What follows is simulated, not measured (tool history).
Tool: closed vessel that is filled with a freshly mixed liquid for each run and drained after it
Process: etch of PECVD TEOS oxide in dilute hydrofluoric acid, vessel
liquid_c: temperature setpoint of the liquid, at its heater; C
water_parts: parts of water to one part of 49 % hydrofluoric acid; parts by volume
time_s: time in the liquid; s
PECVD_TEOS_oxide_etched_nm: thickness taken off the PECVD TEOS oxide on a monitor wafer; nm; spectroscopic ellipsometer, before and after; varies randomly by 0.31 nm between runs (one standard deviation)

Run 1, day 0: liquid_c 22 C, water_parts 200 parts by volume, time_s 255 s. Result: PECVD_TEOS_oxide_etched_nm 27.402 nm.
Run 2, day 0.338: liquid_c 25 C, water_parts 200 parts by volume, time_s 255 s. Result: PECVD_TEOS_oxide_etched_nm 30.364 nm.
Run 3, day 0.488: liquid_c 25.5 C, water_parts 200 parts by volume, time_s 255 s. Result: PECVD_TEOS_oxide_etched_nm 31.183 nm.
Run 4, day 0.646: liquid_c 25.5 C, water_parts 245 parts by volume, time_s 255 s. Result: PECVD_TEOS_oxide_etched_nm 24.088 nm.
Run 5, day 0.704: liquid_c 25.5 C, water_parts 185 parts by volume, time_s 255 s. Result: PECVD_TEOS_oxide_etched_nm 34.04 nm.
Run 6, day 0.783: liquid_c 25.5 C, water_parts 235 parts by volume, time_s 255 s. Result: PECVD_TEOS_oxide_etched_nm 24.96 nm.
Run 7, day 0.917: liquid_c 25.5 C, water_parts 235 parts by volume, time_s 255 s. Result: PECVD_TEOS_oxide_etched_nm 25.454 nm.
Run 8, day 0.979: liquid_c 26 C, water_parts 230 parts by volume, time_s 255 s. Result: PECVD_TEOS_oxide_etched_nm 26.581 nm.

What does the tool deliver on the next run?
Run 9, day 1.258: liquid_c 26.5 C, water_parts 225 parts by volume, time_s 255 s. Result: PECVD_TEOS_oxide_etched_nm ?.

PECVD_TEOS_oxide_etched_nm: 27.084 nm

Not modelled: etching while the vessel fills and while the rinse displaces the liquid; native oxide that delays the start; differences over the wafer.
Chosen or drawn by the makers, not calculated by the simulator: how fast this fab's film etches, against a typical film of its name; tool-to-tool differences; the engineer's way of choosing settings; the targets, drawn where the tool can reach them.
